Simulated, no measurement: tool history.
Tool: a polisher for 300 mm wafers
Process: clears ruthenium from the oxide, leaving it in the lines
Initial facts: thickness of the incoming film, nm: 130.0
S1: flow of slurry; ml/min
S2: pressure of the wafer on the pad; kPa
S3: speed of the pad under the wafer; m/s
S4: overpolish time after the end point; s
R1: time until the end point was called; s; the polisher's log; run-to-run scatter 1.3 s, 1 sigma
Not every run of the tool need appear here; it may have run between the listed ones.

| run | hour | S1 | S2 | S3 | S4 | R1 |
|---|---|---|---|---|---|---|
| 1 | 0 | 155 | 18.6 | 1.16 | 3 | 74.752 |
| 2 | 3.6 | 155 | 18.6 | 1.16 | 3 | 73.548 |
| 3 | 5.7 | 155 | 18.6 | 0.92 | 3 | 92.264 |
| 4 | 8.5 | 185 | 18.6 | 0.92 | 3 | 94.069 |
| 5 | 16.7 | 185 | 21.4 | 0.92 | 3 | 80.759 |
| 6 | 22.9 | 185 | 20.7 | 0.92 | 3 | 82.629 |

What will run 7 give?
| 7 | 30.2 | 185 | 20 | 0.92 | 3 | ? |

{"run 7": {"R1": 86.289}}

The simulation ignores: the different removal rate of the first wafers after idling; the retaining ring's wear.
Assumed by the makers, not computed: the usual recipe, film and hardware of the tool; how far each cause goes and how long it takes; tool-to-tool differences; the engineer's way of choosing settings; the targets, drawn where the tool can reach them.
